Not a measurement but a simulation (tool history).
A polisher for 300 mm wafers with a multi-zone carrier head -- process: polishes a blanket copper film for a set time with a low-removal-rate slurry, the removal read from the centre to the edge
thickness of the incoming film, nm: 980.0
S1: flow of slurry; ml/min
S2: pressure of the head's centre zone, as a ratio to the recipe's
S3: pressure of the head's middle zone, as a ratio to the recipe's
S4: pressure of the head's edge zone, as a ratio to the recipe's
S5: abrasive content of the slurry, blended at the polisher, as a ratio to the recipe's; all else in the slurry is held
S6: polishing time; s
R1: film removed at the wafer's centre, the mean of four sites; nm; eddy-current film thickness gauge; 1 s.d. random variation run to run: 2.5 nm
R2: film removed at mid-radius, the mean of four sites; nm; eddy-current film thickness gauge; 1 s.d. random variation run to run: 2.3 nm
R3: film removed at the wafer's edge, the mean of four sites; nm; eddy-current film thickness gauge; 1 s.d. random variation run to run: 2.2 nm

Run 1, hour 0: S1 315 ml/min, S2 1, S3 1, S4 1, S5 1, S6 70 s. Result: R1 165.61 nm, R2 167.96 nm, R3 170.65 nm.
Run 2, hour 5.6: S1 315 ml/min, S2 1.01, S3 1.02, S4 1.01, S5 1.05, S6 70 s. Result: R1 171.06 nm, R2 170.63 nm, R3 175.56 nm.
Run 3, hour 8.5: S1 320 ml/min, S2 1.01, S3 1.04, S4 1.01, S5 1.1, S6 71 s. Result: R1 168.55 nm, R2 178.41 nm, R3 176.7 nm.
Run 4, hour 10.3: S1 320 ml/min, S2 1.01, S3 1.04, S4 1.01, S5 0.95, S6 71 s. Result: R1 166.47 nm, R2 174.95 nm, R3 174.7 nm.
Run 5, hour 15: S1 320 ml/min, S2 1.02, S3 1.06, S4 1.02, S5 1, S6 72 s. Result: R1 172.01 nm, R2 183.33 nm, R3 180 nm.
Run 6, hour 19.4: S1 320 ml/min, S2 1.02, S3 1.06, S4 1.02, S5 1, S6 66 s. Result: R1 155.39 nm, R2 167.13 nm, R3 158.86 nm.
Run 7, hour 28: S1 320 ml/min, S2 1.03, S3 1.07, S4 1.03, S5 1.05, S6 67 s. Result: R1 162.7 nm, R2 172.1 nm, R3 166.11 nm.
Run 8, hour 36.7: S1 320 ml/min, S2 1.03, S3 1.08, S4 1.04, S5 1.1, S6 68 s. Result: R1 166.7 nm, R2 179.62 nm, R3 171.27 nm.
Run 9, hour 37.6: S1 320 ml/min, S2 1.03, S3 1.09, S4 1.05, S5 1.15, S6 69 s. Result: R1 171.67 nm, R2 180.13 nm, R3 177.18 nm.
Run 10, hour 39.2: S1 325 ml/min, S2 1.03, S3 1.1, S4 1.05, S5 1.2, S6 70 s. Result: R1 179.9 nm, R2 188.11 nm, R3 181.7 nm.
Run 11, hour 43.6: S1 325 ml/min, S2 1.03, S3 1.11, S4 1.06, S5 1.2, S6 70 s. Result: R1 177.03 nm, R2 190.77 nm, R3 180.38 nm.
Run 12, hour 48.5: S1 325 ml/min, S2 1.03, S3 1.12, S4 1.07, S5 1.25, S6 70 s. Result: R1 174.5 nm, R2 191.11 nm, R3 185.37 nm.
Run 13, hour 57.2: S1 325 ml/min, S2 1.04, S3 1.13, S4 1.07, S5 1.3, S6 70 s. Result: R1 180.33 nm, R2 191.06 nm, R3 182.51 nm.

Expected results for the next run?
Run 14, hour 58.3: S1 330 ml/min, S2 1.04, S3 1.14, S4 1.08, S5 1.3, S6 70 s. Result: R1 ?, R2 ?, R3 ?.

Run 14 came out at R1 181.86 nm, R2 198.14 nm, R3 185.42 nm.
